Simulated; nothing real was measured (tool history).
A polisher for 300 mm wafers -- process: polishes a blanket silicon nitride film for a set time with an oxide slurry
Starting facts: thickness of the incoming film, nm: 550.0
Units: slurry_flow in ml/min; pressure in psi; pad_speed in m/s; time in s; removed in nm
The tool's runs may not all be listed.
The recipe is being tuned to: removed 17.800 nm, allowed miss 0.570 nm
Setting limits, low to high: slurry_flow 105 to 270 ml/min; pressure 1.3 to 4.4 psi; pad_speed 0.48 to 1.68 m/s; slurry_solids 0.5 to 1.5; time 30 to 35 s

run,hour,slurry_flow,pressure,pad_speed,slurry_solids,time,removed
1,0.0,175,2.8,1.08,1.0,35,21.438
2,1.8,205,2.8,1.08,1.0,35,22.276
3,8.3,205,2.6,1.08,1.0,35,20.695
4,16.6,170,2.6,1.08,1.0,35,20.101
5,22.1,165,2.5,1.08,1.0,35,19.181
6,30.2,165,2.5,1.08,1.0,30,16.978
7,33.6,170,2.5,1.08,1.0,30,16.526
8,39.4,175,2.5,1.08,1.0,30,16.685
9,40.6,180,2.5,1.08,1.0,30,16.794

Exactly one of the 4 candidate moves below puts every result within its allowed miss. Which one?
A,41.8,240,2.4,1.14,0.9,30,?
B,41.8,230,3.2,0.82,0.9,30,?
C,41.8,175,2.4,1.06,1.0,31,?
D,41.8,190,2.6,1.18,0.7,34,?

move,removed
A,16.515
B,16.498
C,16.279
D,17.598
A: the biggest miss grows against the last run
B: the biggest miss grows against the last run
C: the biggest miss grows against the last run
D: all results land within tolerance of their targets
Go with D: it meets all targets.

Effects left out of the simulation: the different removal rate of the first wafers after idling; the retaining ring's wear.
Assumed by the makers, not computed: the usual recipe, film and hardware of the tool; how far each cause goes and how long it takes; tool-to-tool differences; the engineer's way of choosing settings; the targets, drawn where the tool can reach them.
